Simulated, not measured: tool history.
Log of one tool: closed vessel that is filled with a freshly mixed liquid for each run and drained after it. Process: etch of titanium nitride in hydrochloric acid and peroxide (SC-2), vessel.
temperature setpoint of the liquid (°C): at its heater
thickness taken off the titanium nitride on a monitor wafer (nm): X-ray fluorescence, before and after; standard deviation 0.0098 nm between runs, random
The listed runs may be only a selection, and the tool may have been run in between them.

| run | hour | temperature setpoint of the liquid (°C) | parts of water to one part each of 37 % hydrochloric acid and 30 % peroxide (parts by volume) | time in the liquid (s) | thickness taken off the titanium nitride on a monitor wafer (nm) |
|---|---|---|---|---|---|
| 1 | 0 | 45 | 11.5 | 65 | 1.6851 |
| 2 | 7.9 | 45 | 8 | 65 | 2.3048 |
| 3 | 14.7 | 45 | 4 | 65 | 3.7685 |
| 4 | 19.4 | 45 | 8 | 65 | 2.2583 |
| 5 | 21.9 | 52 | 8 | 65 | 3.6529 |
| 6 | 30 | 46 | 8 | 65 | 2.4292 |

Run 7 comes next. What will it give?
| 7 | 31.4 | 42.5 | 8 | 65 | ? |

thickness taken off the titanium nitride on a monitor wafer (nm): 1.8991

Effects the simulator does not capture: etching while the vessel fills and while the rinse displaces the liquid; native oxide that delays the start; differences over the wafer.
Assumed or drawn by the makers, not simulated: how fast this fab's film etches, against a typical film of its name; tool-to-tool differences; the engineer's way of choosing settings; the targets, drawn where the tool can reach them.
